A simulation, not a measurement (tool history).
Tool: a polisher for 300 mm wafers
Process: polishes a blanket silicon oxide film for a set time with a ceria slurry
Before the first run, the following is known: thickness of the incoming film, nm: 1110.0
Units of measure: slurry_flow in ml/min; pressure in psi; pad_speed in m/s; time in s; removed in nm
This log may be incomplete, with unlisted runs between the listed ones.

run    day  slurry_flow  pressure  pad_speed  time  removed
  1  0.000          210       2.0       1.30    25   72.655
  2  0.221          205       1.8       1.30    25   65.442
  3  0.417          200       1.7       1.30    25   61.319
  4  0.642          165       1.7       1.30    25   59.937
  5  0.804          165       1.9       1.30    25   66.848
  6  1.075          165       1.9       1.30    25   66.138

Expected results for the next run?
  7  1.146          160       1.8       1.30    25        ?

{"run 7": {"removed": 63.416}}
